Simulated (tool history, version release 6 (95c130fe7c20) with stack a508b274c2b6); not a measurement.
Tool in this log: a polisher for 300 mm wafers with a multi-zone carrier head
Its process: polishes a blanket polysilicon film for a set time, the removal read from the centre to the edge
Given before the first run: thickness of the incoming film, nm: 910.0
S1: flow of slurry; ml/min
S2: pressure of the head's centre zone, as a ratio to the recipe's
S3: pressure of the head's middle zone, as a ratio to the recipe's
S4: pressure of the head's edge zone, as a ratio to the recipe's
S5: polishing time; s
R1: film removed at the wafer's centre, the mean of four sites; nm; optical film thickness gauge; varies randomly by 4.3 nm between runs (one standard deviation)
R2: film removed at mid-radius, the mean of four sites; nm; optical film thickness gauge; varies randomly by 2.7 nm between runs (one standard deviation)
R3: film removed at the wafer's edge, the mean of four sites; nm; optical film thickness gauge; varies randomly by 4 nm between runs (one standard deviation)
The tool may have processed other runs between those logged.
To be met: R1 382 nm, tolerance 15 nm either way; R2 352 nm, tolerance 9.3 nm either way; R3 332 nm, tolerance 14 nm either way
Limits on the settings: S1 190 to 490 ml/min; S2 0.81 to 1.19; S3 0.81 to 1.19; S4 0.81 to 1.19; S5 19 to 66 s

run,day,S1,S2,S3,S4,S5,R1,R2,R3
1,0,315,1,1,1,42,287.87,288.7,276.46
2,0.25,320,1.03,1.02,1.02,43,310.19,300.17,282.32
3,0.542,320,1.03,1.02,1.06,43,302.4,299.15,289.15
4,0.804,275,1.03,1.02,1.06,43,295.02,296.63,289.24
5,1.075,275,1.03,0.98,1.06,43,299.26,287.87,286.68
6,1.133,280,1.05,1,1.07,44,315.84,302.52,297.67
7,1.242,280,1.07,1.02,1.08,45,328.08,312.23,311.15
8,1.371,290,1.09,1.04,1.08,45,333.19,313.88,306.73

Exactly one of the 4 candidate moves below puts every result within its allowed miss. Which one?
A,1.5,325,1.18,1.06,0.99,46,?,?,?
B,1.5,235,0.98,1.01,1.01,50,?,?,?
C,1.5,220,1.06,1.06,0.85,54,?,?,?
D,1.5,260,1.13,1.06,1.03,50,?,?,?

move,R1,R2,R3
A,375.35,326.39,300.1
B,329.33,336.93,323.08
C,382.74,372.2,323.43
D,383.59,349.06,327.69
A: nearer the targets than the last run, but a result is still out of spec
B: nearer the targets than the last run, but a result is still out of spec
C: the result that was furthest off in the last run now lies on the other side of its target
D: hits every target within its allowed miss
The move that meets every target is D.

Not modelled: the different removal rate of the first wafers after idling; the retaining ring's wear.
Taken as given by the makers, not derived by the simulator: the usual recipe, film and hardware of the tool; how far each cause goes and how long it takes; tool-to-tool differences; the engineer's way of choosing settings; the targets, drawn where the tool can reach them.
